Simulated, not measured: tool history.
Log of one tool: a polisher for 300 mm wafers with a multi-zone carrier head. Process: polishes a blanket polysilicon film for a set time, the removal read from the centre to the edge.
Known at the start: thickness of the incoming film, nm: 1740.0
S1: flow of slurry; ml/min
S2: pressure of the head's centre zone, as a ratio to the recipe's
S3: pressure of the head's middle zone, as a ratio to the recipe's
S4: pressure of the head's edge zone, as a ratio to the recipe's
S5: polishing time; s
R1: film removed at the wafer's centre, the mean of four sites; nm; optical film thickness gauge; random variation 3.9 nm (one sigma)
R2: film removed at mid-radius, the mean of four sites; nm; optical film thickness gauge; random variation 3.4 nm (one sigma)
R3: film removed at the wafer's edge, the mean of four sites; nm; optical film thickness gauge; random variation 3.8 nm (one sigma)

run  hour   S1    S2    S3    S4  S5      R1      R2      R3
  1     0  295     1     1     1  50   482.1  485.26  479.93
  2   1.1  295  0.98     1  0.97  46  432.99  445.49  443.95
  3     6  295  0.98  1.01  0.95  43  408.15  420.25  402.22
  4  12.8  295  0.98  1.01  0.95  52  487.79  502.37  499.45
  5  17.3  295  0.97  1.01  0.95  48  457.17  479.34  471.58
  6  26.3  290  0.97  1.01  0.95  44  411.64  431.23  421.33
  7  33.8  290  0.97  1.01  0.95  41  387.54  394.92  395.78
  8  36.8  280  0.91  1.04  0.85  33  285.53  327.38  297.84

Forecast run 9:
  9  43.7  290  0.92  1.04  0.87  33   ?   ?   ?

R1: 300.29 nm
R2: 332.52 nm
R3: 299.81 nm
